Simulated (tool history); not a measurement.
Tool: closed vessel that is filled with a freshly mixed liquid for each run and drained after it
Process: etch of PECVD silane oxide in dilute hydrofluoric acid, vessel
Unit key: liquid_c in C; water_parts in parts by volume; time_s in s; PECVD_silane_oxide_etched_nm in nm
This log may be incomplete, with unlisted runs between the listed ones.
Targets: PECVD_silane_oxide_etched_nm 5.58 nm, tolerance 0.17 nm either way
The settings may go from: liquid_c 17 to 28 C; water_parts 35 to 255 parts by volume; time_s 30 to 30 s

run  hour  liquid_c  water_parts  time_s  PECVD_silane_oxide_etched_nm
  1     0        20          145      30                        2.9951
  2   5.3        20          145      30                        3.0428
  3  13.7        20          175      30                         2.403
  4  16.8        20          175      30                        2.4542
  5  22.5        20          175      30                        2.4656
  6  26.2      22.5          150      30                        3.2278
  7  26.7      22.5          150      30                        3.2268
  8  30.9        24          135      30                        3.8095
  9  34.5        24          135      30                        3.8146
 10  42.8        25          125      30                        4.3426
 11  48.4        26          120      30                        4.7317
 12  53.9      26.5          115      30                        5.0977
 13  58.1        27          115      30                        5.1831
 14  66.6      27.5          115      30                        5.2898

5 next moves are on the table. One of them brings every result within its allowed miss. Which?
  A  75.1        28          105      30                             ?
  B  75.1      26.5          115      30                             ?
  C  75.1        28          130      30                             ?
  D  75.1        26          105      30                             ?
  E  75.1      26.5          120      30                             ?

move  PECVD_silane_oxide_etched_nm
   A                        5.9735
   B                        5.0839
   C                        4.6689
   D                         5.532
   E                        4.8413
A: carries the result that was furthest off beyond its target, to the other side
B: misses by more than the last run did
C: misses by more than the last run did
D: hits every target within its allowed miss
E: misses by more than the last run did
The right move is D.

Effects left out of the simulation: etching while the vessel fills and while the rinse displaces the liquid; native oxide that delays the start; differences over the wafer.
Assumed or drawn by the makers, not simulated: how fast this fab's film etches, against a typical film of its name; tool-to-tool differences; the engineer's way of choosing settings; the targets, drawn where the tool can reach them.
